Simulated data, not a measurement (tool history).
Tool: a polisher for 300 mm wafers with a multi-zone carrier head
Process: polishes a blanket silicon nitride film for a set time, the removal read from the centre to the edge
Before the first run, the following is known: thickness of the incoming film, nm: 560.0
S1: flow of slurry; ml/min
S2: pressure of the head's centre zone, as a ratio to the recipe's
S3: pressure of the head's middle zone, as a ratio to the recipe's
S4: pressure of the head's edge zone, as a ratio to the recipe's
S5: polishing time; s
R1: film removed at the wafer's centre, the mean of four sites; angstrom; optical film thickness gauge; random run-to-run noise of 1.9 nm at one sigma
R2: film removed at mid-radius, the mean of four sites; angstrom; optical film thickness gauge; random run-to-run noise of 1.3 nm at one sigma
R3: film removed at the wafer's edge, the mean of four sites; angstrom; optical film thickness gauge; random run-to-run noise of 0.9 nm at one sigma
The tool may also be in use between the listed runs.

{"run": 1, "hour": 0.0, "S1": 205, "S2": 1.0, "S3": 1.0, "S4": 1.0, "S5": 80, "R1": 1484.3, "R2": 1531.1, "R3": 1638.0}
{"run": 2, "hour": 3.6, "S1": 205, "S2": 1.0, "S3": 1.0, "S4": 1.0, "S5": 93, "R1": 1737.7, "R2": 1827.1, "R3": 1876.1}
{"run": 3, "hour": 8.4, "S1": 180, "S2": 1.0, "S3": 1.0, "S4": 1.0, "S5": 93, "R1": 1686.3, "R2": 1758.0, "R3": 1873.6}
{"run": 4, "hour": 11.9, "S1": 190, "S2": 1.02, "S3": 0.99, "S4": 0.98, "S5": 90, "R1": 1720.1, "R2": 1698.2, "R3": 1794.4}
{"run": 5, "hour": 17.0, "S1": 195, "S2": 1.03, "S3": 0.99, "S4": 0.96, "S5": 87, "R1": 1664.8, "R2": 1658.5, "R3": 1724.5}
{"run": 6, "hour": 18.4, "S1": 195, "S2": 1.03, "S3": 1.06, "S4": 0.96, "S5": 87, "R1": 1650.5, "R2": 1739.6, "R3": 1710.5}
{"run": 7, "hour": 21.8, "S1": 195, "S2": 1.04, "S3": 1.05, "S4": 0.95, "S5": 85, "R1": 1632.2, "R2": 1668.6, "R3": 1666.6}
{"run": 8, "hour": 30.6, "S1": 195, "S2": 1.05, "S3": 1.04, "S4": 0.94, "S5": 83, "R1": 1630.1, "R2": 1645.4, "R3": 1632.6}
{"run": 9, "hour": 34.1, "S1": 195, "S2": 1.06, "S3": 1.03, "S4": 0.93, "S5": 81, "R1": 1616.6, "R2": 1589.6, "R3": 1578.1}
{"run": 10, "hour": 36.8, "S1": 190, "S2": 1.07, "S3": 1.02, "S4": 0.92, "S5": 79, "R1": 1530.9, "R2": 1543.5, "R3": 1529.9}
{"run": 11, "hour": 42.2, "S1": 195, "S2": 1.09, "S3": 1.0, "S4": 0.91, "S5": 78, "R1": 1542.4, "R2": 1506.7, "R3": 1511.2}
{"run": 12, "hour": 46.5, "S1": 200, "S2": 1.1, "S3": 0.98, "S4": 0.9, "S5": 77, "R1": 1578.3, "R2": 1470.5, "R3": 1486.7}
{"run": 13, "hour": 51.3, "S1": 195, "S2": 1.11, "S3": 0.97, "S4": 0.89, "S5": 76, "R1": 1554.9, "R2": 1442.9, "R3": 1472.3}
{"hour": 53.9, "done": "edge zone pressure recalibrated"}
{"run": 14, "hour": 53.9, "S1": 195, "S2": 1.12, "S3": 0.96, "S4": 0.88, "S5": 75, "R1": 1553.5, "R2": 1411.1, "R3": 1370.3}
{"run": 15, "hour": 59.4, "S1": 190, "S2": 1.12, "S3": 0.95, "S4": 0.89, "S5": 75, "R1": 1522.2, "R2": 1395.0, "R3": 1358.3}
{"run": 16, "hour": 62.7, "S1": 190, "S2": 1.12, "S3": 0.93, "S4": 0.9, "S5": 75, "R1": 1538.5, "R2": 1345.3, "R3": 1369.3}
{"run": 17, "hour": 63.6, "S1": 185, "S2": 1.12, "S3": 0.93, "S4": 0.9, "S5": 75, "R1": 1563.0, "R2": 1360.3, "R3": 1373.3}

The next listed run, before its measurement:
{"run": 18, "hour": 65.0, "S1": 180, "S2": 1.12, "S3": 0.92, "S4": 0.9, "S5": 75, "R1": "?", "R2": "?", "R3": "?"}

{"run 18": {"R1": 1492.2, "R2": 1329.2, "R3": 1375.3}}
